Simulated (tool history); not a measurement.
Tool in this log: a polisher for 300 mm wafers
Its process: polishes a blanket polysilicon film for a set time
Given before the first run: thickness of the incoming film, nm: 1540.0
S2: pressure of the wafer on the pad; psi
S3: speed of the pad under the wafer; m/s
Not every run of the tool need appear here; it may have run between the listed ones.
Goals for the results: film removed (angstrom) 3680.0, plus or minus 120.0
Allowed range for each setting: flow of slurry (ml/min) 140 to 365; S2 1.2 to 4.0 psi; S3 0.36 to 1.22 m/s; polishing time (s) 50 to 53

run 1 day=0.000 | flow_of_slurry_(ml/min)=235 S2=2.6 S3=0.78 polishing_time_(s)=50 | film_removed_(angstrom)=3101.0
run 2 day=0.129 | flow_of_slurry_(ml/min)=235 S2=2.7 S3=0.78 polishing_time_(s)=50 | film_removed_(angstrom)=3168.7
run 3 day=0.304 | flow_of_slurry_(ml/min)=235 S2=2.8 S3=0.78 polishing_time_(s)=50 | film_removed_(angstrom)=3262.3
run 4 day=0.596 | flow_of_slurry_(ml/min)=235 S2=2.8 S3=0.78 polishing_time_(s)=53 | film_removed_(angstrom)=3472.8
run 5 day=0.921 | flow_of_slurry_(ml/min)=180 S2=2.8 S3=0.78 polishing_time_(s)=53 | film_removed_(angstrom)=3349.1
run 6 day=1.021 | flow_of_slurry_(ml/min)=180 S2=2.8 S3=0.66 polishing_time_(s)=53 | film_removed_(angstrom)=2843.5
run 7 day=1.108 | flow_of_slurry_(ml/min)=190 S2=2.9 S3=0.66 polishing_time_(s)=53 | film_removed_(angstrom)=2885.2
run 8 day=1.254 | flow_of_slurry_(ml/min)=195 S2=3.0 S3=0.66 polishing_time_(s)=53 | film_removed_(angstrom)=2951.6
run 9 day=1.462 | flow_of_slurry_(ml/min)=200 S2=3.1 S3=0.66 polishing_time_(s)=53 | film_removed_(angstrom)=3100.2
run 10 day=1.804 | flow_of_slurry_(ml/min)=220 S2=3.6 S3=0.66 polishing_time_(s)=53 | film_removed_(angstrom)=3433.4

Consider the 4 candidate settings below. Which is the only one whose results all fall within their allowed miss of target?
run A day=2.146 | flow_of_slurry_(ml/min)=230 S2=3.2 S3=0.72 polishing_time_(s)=53 | film_removed_(angstrom)=?
run B day=2.146 | flow_of_slurry_(ml/min)=205 S2=2.6 S3=0.76 polishing_time_(s)=53 | film_removed_(angstrom)=?
run C day=2.146 | flow_of_slurry_(ml/min)=205 S2=4.0 S3=0.60 polishing_time_(s)=53 | film_removed_(angstrom)=?
run D day=2.146 | flow_of_slurry_(ml/min)=170 S2=3.0 S3=0.88 polishing_time_(s)=50 | film_removed_(angstrom)=?

move=A film_removed_(angstrom)=3430.4
move=B film_removed_(angstrom)=3105.1
move=C film_removed_(angstrom)=3317.5
move=D film_removed_(angstrom)=3601.9
A: about as far from the targets as the last run
B: moves away from the targets compared with the last run
C: moves away from the targets compared with the last run
D: each result inside its tolerance
The right move is D.
